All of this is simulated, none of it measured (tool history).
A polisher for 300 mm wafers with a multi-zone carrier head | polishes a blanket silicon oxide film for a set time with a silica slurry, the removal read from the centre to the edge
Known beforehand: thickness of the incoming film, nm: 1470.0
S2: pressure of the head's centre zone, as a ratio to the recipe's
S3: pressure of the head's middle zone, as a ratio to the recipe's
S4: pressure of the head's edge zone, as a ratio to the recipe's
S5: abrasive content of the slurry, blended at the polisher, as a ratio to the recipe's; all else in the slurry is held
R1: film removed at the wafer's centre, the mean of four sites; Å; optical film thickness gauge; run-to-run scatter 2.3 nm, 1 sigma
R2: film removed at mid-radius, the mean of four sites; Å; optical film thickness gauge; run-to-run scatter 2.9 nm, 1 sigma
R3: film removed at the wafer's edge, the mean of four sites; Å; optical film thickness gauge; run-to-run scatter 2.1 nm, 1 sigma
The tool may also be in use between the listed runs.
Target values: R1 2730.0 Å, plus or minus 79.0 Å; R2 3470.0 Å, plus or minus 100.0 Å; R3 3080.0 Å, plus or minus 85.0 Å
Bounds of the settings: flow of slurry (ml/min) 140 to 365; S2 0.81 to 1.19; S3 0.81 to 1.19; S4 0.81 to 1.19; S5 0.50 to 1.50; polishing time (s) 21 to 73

Run 1, day 0.000: flow of slurry (ml/min) 235, S2 1.00, S3 1.00, S4 1.00, S5 1.00, polishing time (s) 47. Result: R1 2087.6 Å, R2 2148.2 Å, R3 2062.0 Å.
Run 2, day 0.096: flow of slurry (ml/min) 235, S2 1.07, S3 1.00, S4 1.00, S5 1.00, polishing time (s) 47. Result: R1 2223.2 Å, R2 2115.9 Å, R3 2059.5 Å.
Run 3, day 0.433: flow of slurry (ml/min) 235, S2 1.07, S3 1.00, S4 1.00, S5 1.00, polishing time (s) 56. Result: R1 2636.6 Å, R2 2539.2 Å, R3 2454.8 Å.
Run 4, day 0.562: flow of slurry (ml/min) 240, S2 1.06, S3 1.02, S4 1.02, S5 1.05, polishing time (s) 56. Result: R1 2661.0 Å, R2 2666.8 Å, R3 2507.1 Å.
Run 5, day 0.596: flow of slurry (ml/min) 240, S2 1.04, S3 1.03, S4 1.04, S5 1.10, polishing time (s) 56. Result: R1 2725.2 Å, R2 2763.6 Å, R3 2595.6 Å.
Run 6, day 0.958: flow of slurry (ml/min) 245, S2 1.02, S3 1.04, S4 1.06, S5 1.15, polishing time (s) 56. Result: R1 2754.7 Å, R2 2842.7 Å, R3 2723.7 Å.
Run 7, day 1.012: flow of slurry (ml/min) 250, S2 1.01, S3 1.06, S4 1.07, S5 1.15, polishing time (s) 56. Result: R1 2731.3 Å, R2 2857.1 Å, R3 2694.6 Å.
Run 8, day 1.312: flow of slurry (ml/min) 250, S2 0.99, S3 1.07, S4 1.08, S5 1.20, polishing time (s) 56. Result: R1 2728.1 Å, R2 2945.7 Å, R3 2768.4 Å.
At day 1.592: edge zone pressure recalibrated.
Run 9, day 1.592: flow of slurry (ml/min) 255, S2 0.98, S3 1.08, S4 1.09, S5 1.20, polishing time (s) 56. Result: R1 2709.5 Å, R2 2996.8 Å, R3 2881.9 Å.
Run 10, day 1.738: flow of slurry (ml/min) 255, S2 0.98, S3 1.08, S4 1.09, S5 1.20, polishing time (s) 56. Result: R1 2692.0 Å, R2 2983.1 Å, R3 2872.5 Å.
Run 11, day 2.071: flow of slurry (ml/min) 255, S2 0.98, S3 1.08, S4 1.09, S5 1.20, polishing time (s) 56. Result: R1 2710.0 Å, R2 2968.9 Å, R3 2890.1 Å.
Run 12, day 2.212: flow of slurry (ml/min) 260, S2 0.97, S3 1.09, S4 1.08, S5 1.20, polishing time (s) 56. Result: R1 2695.5 Å, R2 3032.9 Å, R3 2862.1 Å.

Consider the 4 candidate settings below. Which is the only one whose results all fall within their allowed miss of target?
Run A, day 2.354: flow of slurry (ml/min) 190, S2 1.00, S3 1.17, S4 0.93, S5 1.35, polishing time (s) 55. Result: R1 ?, R2 ?, R3 ?.
Run B, day 2.354: flow of slurry (ml/min) 340, S2 0.90, S3 1.16, S4 1.08, S5 1.30, polishing time (s) 54. Result: R1 ?, R2 ?, R3 ?.
Run C, day 2.354: flow of slurry (ml/min) 280, S2 0.87, S3 1.11, S4 0.96, S5 1.10, polishing time (s) 65. Result: R1 ?, R2 ?, R3 ?.
Run D, day 2.354: flow of slurry (ml/min) 250, S2 0.89, S3 1.16, S4 1.05, S5 1.10, polishing time (s) 59. Result: R1 ?, R2 ?, R3 ?.

move      R1      R2      R3
   A  2723.9  3240.5  2741.1
   B  2529.1  3276.8  2921.1
   C  2677.9  3455.1  3066.7
   D  2455.8  3224.0  2859.1
A: closes in on the targets versus the last run, not all within tolerance yet
B: closes in on the targets versus the last run, not all within tolerance yet
C: all results in spec
D: closes in on the targets versus the last run, not all within tolerance yet
Correct choice: C, which meets every target

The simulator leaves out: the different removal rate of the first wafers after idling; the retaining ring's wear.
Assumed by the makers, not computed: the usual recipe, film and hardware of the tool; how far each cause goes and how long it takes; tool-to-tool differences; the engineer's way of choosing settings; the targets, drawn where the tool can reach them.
